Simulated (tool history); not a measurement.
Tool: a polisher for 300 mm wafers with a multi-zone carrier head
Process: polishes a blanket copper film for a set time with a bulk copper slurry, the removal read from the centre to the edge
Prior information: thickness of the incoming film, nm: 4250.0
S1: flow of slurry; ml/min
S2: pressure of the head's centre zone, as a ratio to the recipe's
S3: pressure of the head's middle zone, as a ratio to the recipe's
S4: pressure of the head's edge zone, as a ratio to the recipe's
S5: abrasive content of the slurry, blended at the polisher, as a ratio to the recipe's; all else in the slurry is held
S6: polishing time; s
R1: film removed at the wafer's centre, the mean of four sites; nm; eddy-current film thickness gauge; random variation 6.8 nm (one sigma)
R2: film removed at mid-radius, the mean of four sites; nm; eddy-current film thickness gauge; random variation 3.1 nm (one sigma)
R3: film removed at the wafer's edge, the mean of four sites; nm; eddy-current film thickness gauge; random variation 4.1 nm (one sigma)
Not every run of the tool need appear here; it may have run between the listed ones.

{"run": 1, "hour": 0.0, "S1": 210, "S2": 1.0, "S3": 1.0, "S4": 1.0, "S5": 1.0, "S6": 83, "R1": 640.16, "R2": 619.47, "R3": 655.45}
{"run": 2, "hour": 1.8, "S1": 210, "S2": 1.0, "S3": 1.0, "S4": 1.0, "S5": 0.8, "S6": 83, "R1": 595.2, "R2": 593.71, "R3": 619.6}
{"run": 3, "hour": 9.9, "S1": 210, "S2": 1.02, "S3": 1.01, "S4": 0.97, "S5": 0.75, "S6": 81, "R1": 590.07, "R2": 572.65, "R3": 590.54}
{"run": 4, "hour": 11.2, "S1": 210, "S2": 1.02, "S3": 1.09, "S4": 0.97, "S5": 0.75, "S6": 81, "R1": 595.69, "R2": 613.06, "R3": 591.25}
{"run": 5, "hour": 19.3, "S1": 210, "S2": 1.03, "S3": 1.1, "S4": 0.94, "S5": 0.7, "S6": 79, "R1": 567.15, "R2": 589.57, "R3": 553.54}
{"run": 6, "hour": 25.9, "S1": 210, "S2": 1.03, "S3": 1.1, "S4": 0.94, "S5": 0.7, "S6": 61, "R1": 436.36, "R2": 456.87, "R3": 437.17}
{"hour": 26.6, "done": "edge zone pressure recalibrated"}
{"run": 7, "hour": 26.6, "S1": 225, "S2": 1.04, "S3": 1.12, "S4": 0.93, "S5": 0.7, "S6": 61, "R1": 437.79, "R2": 467.92, "R3": 407.22}

Run 8 has not been measured yet. What should we expect?
{"run": 8, "hour": 34.1, "S1": 225, "S2": 1.05, "S3": 1.13, "S4": 0.95, "S5": 0.75, "S6": 61, "R1": "?", "R2": "?", "R3": "?"}

Run 8 came out at R1 463.95 nm, R2 482.39 nm, R3 417.49 nm.
